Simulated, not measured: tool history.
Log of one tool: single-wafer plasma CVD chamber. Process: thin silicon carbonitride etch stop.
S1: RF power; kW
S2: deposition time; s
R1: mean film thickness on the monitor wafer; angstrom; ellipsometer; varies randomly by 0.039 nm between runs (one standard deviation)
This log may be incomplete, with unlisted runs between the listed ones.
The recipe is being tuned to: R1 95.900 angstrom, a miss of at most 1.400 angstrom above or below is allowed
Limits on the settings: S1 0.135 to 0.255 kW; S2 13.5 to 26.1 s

| run | hour | S1 | S2 | R1 |
|---|---|---|---|---|
| 1 | 0.0 | 0.195 | 19.8 | 111.020 |
| 2 | 6.2 | 0.180 | 19.3 | 105.670 |
| 3 | 10.9 | 0.155 | 19.3 | 98.577 |
| 4 | 18.1 | 0.155 | 20.5 | 104.900 |
| 5 | 24.0 | 0.150 | 20.2 | 101.950 |
| 6 | 26.7 | 0.175 | 20.2 | 108.780 |
| 7 | 32.1 | 0.165 | 20.0 | 105.270 |
| 8 | 35.2 | 0.155 | 19.8 | 102.030 |
| 9 | 39.1 | 0.150 | 19.6 | 98.516 |

Consider the 4 candidate settings below. Which is the only one whose results all fall within their allowed miss of target?
| A | 43.0 | 0.170 | 18.9 | ? |
| B | 43.0 | 0.165 | 18.3 | ? |
| C | 43.0 | 0.140 | 20.4 | ? |
| D | 43.0 | 0.160 | 19.3 | ? |

| move | R1 |
|---|---|
| A | 100.570 |
| B | 96.211 |
| C | 100.110 |
| D | 100.200 |
A: misses by more than the last run did
B: in spec on every target
C: misses by more than the last run did
D: misses by more than the last run did
So the answer is move B, the one that meets all the targets.
